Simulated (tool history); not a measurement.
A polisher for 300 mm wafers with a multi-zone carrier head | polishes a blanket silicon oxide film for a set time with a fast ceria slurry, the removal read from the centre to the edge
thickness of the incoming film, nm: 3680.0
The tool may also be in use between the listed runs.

run	day	flow of slurry (ml/min)	pressure of the head's centre zone	pressure of the head's middle zone	pressure of the head's edge zone	polishing time (s)	film removed at the wafer's centre (angstrom)	film removed at mid-radius (angstrom)	film removed at the wafer's edge (angstrom)
1	0	315	1	1	1	32	5291.5	5411.9	5343.5
2	0.233	315	1	1	1	37	6288	6232.6	6228.3
3	0.5	315	1	1	1.07	37	6251.4	6273.9	6326.1
4	0.617	315	1	1	1.07	30	5092.7	5019.8	5120.3
5	0.671	315	1	1	1.02	30	5091.5	5019.6	4923.8
6	0.829	315	1	1	1.02	24	4068.3	4106.7	4049.3
7	0.888	315	1.01	1.01	1.06	27	4600.9	4608	4653.1
8	0.996	325	1.06	1.05	1.09	28	5054.9	4956.9	4808
9	1.346	320	1.06	1.05	1.11	30	5255.5	5309.9	5374.1

Predict the results of run 10:
10	1.588	330	1.1	1.06	1.12	31	?	?	?

{"run 10": {"film removed at the wafer's centre (angstrom)": 5661, "film removed at mid-radius (angstrom)": 5474.9, "film removed at the wafer's edge (angstrom)": 5457.3}}
